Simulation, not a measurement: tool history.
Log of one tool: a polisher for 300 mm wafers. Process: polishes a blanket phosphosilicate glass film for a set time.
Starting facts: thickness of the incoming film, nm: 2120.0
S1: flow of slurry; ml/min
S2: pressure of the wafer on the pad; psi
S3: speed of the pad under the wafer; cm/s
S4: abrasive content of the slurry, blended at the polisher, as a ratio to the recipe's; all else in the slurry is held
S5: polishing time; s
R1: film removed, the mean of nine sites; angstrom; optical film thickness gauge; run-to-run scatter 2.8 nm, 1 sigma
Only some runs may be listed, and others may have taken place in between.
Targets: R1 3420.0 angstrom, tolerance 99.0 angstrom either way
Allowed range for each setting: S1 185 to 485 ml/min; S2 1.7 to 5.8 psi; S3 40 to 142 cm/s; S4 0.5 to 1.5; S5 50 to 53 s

| run | hour | S1 | S2 | S3 | S4 | S5 | R1 |
|---|---|---|---|---|---|---|---|
| 1 | 0.0 | 310 | 3.7 | 90 | 1.0 | 50 | 5120.2 |
| 2 | 3.0 | 310 | 3.7 | 90 | 1.1 | 50 | 5415.0 |
| 3 | 10.3 | 310 | 3.1 | 90 | 1.1 | 50 | 4506.4 |
| 4 | 17.5 | 310 | 3.1 | 90 | 1.3 | 50 | 4921.8 |
| 5 | 21.3 | 310 | 3.9 | 90 | 1.3 | 50 | 6202.9 |
| 6 | 26.6 | 310 | 3.3 | 90 | 1.3 | 50 | 5276.5 |
| 7 | 34.5 | 310 | 2.9 | 90 | 1.3 | 50 | 4616.3 |
| 8 | 37.7 | 310 | 2.7 | 90 | 1.3 | 50 | 4295.6 |
| 9 | 43.3 | 310 | 2.5 | 90 | 1.3 | 50 | 4055.4 |
| 10 | 49.3 | 305 | 1.8 | 90 | 1.3 | 50 | 2932.6 |
| 11 | 52.0 | 325 | 1.9 | 90 | 1.3 | 50 | 3115.2 |
| 12 | 53.5 | 325 | 1.9 | 90 | 1.3 | 50 | 3133.5 |
| 13 | 56.7 | 330 | 2.3 | 90 | 1.3 | 50 | 3745.8 |
| 14 | 57.5 | 315 | 2.3 | 90 | 1.3 | 50 | 3759.3 |
| 15 | 66.0 | 315 | 2.2 | 90 | 1.3 | 50 | 3573.1 |
| 16 | 67.7 | 310 | 2.0 | 90 | 1.3 | 50 | 3231.6 |
| 17 | 75.0 | 320 | 2.0 | 90 | 1.3 | 50 | 3254.2 |
| 18 | 80.0 | 325 | 2.0 | 90 | 1.3 | 50 | 3255.5 |

Exactly one of the 4 candidate moves below puts every result within its allowed miss. Which one?
| A | 85.0 | 195 | 1.9 | 100 | 1.3 | 50 | ? |
| B | 85.0 | 320 | 2.1 | 94 | 1.4 | 50 | ? |
| C | 85.0 | 275 | 2.3 | 80 | 1.3 | 50 | ? |
| D | 85.0 | 415 | 1.9 | 78 | 1.5 | 51 | ? |

| move | R1 |
|---|---|
| A | 3172.2 |
| B | 3642.1 |
| C | 3420.8 |
| D | 3147.1 |
A: misses by more than the last run did
B: the result that was furthest off in the last run now lies on the other side of its target
C: meets every target
D: misses by more than the last run did
The move that meets every target is C.

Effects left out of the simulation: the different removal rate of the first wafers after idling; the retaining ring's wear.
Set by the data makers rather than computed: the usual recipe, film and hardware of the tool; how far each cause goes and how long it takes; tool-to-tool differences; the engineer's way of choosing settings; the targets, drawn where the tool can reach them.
